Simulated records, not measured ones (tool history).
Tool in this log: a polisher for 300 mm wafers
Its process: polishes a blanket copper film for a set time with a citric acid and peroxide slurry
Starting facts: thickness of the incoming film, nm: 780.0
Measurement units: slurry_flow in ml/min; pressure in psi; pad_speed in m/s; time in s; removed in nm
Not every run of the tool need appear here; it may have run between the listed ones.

| run | hour | slurry_flow | pressure | pad_speed | slurry_solids | time | removed |
|---|---|---|---|---|---|---|---|
| 1 | 0.0 | 185 | 2.4 | 0.94 | 1.00 | 35 | 54.788 |
| 2 | 5.7 | 185 | 2.4 | 0.94 | 0.90 | 35 | 53.801 |
| 3 | 12.2 | 185 | 2.4 | 0.72 | 0.90 | 35 | 42.304 |
| 4 | 19.3 | 205 | 2.4 | 0.72 | 0.90 | 35 | 42.080 |
| 5 | 20.5 | 205 | 2.4 | 0.88 | 0.90 | 35 | 50.933 |
| 6 | 28.5 | 205 | 2.4 | 0.88 | 1.05 | 35 | 52.421 |
| 7 | 32.0 | 205 | 2.2 | 0.88 | 1.05 | 35 | 49.831 |
| 8 | 37.2 | 205 | 2.0 | 0.88 | 1.05 | 35 | 44.485 |
| 9 | 39.9 | 205 | 1.9 | 0.88 | 1.05 | 35 | 43.208 |

Expected results for the next run?
| 10 | 42.8 | 205 | 1.8 | 0.88 | 1.05 | 35 | ? |

removed: 40.858 nm

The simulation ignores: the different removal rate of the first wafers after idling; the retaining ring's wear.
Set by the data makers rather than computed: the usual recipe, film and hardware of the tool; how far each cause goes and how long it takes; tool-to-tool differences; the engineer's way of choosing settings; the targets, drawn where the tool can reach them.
